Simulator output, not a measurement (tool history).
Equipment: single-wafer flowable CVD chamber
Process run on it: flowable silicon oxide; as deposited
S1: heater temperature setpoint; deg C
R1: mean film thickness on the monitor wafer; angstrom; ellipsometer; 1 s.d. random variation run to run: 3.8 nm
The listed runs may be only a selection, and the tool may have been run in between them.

run 1 hour=0 | S1=95 chamber_pressure_(Torr)=0.742 RF_power_(kW)=1.955 deposition_time_(s)=1198 | R1=7375.9
run 2 hour=7.6 | S1=88 chamber_pressure_(Torr)=0.744 RF_power_(kW)=1.955 deposition_time_(s)=1198 | R1=9525.4
run 3 hour=11.6 | S1=88 chamber_pressure_(Torr)=0.79 RF_power_(kW)=1.955 deposition_time_(s)=1198 | R1=10101
run 4 hour=12.8 | S1=84 chamber_pressure_(Torr)=0.791 RF_power_(kW)=1.955 deposition_time_(s)=1198 | R1=11591
run 5 hour=18.1 | S1=81 chamber_pressure_(Torr)=0.792 RF_power_(kW)=1.955 deposition_time_(s)=1198 | R1=12823
run 6 hour=20.2 | S1=79 chamber_pressure_(Torr)=0.792 RF_power_(kW)=1.955 deposition_time_(s)=1198 | R1=13589
run 7 hour=26.7 | S1=78 chamber_pressure_(Torr)=0.792 RF_power_(kW)=1.955 deposition_time_(s)=1198 | R1=13969
run 8 hour=29.9 | S1=77 chamber_pressure_(Torr)=0.792 RF_power_(kW)=1.955 deposition_time_(s)=1198 | R1=14399

Expected results for the next run?
run 9 hour=31.8 | S1=76 chamber_pressure_(Torr)=0.792 RF_power_(kW)=1.955 deposition_time_(s)=1198 | R1=?

Run 9 yielded R1 14751 angstrom.

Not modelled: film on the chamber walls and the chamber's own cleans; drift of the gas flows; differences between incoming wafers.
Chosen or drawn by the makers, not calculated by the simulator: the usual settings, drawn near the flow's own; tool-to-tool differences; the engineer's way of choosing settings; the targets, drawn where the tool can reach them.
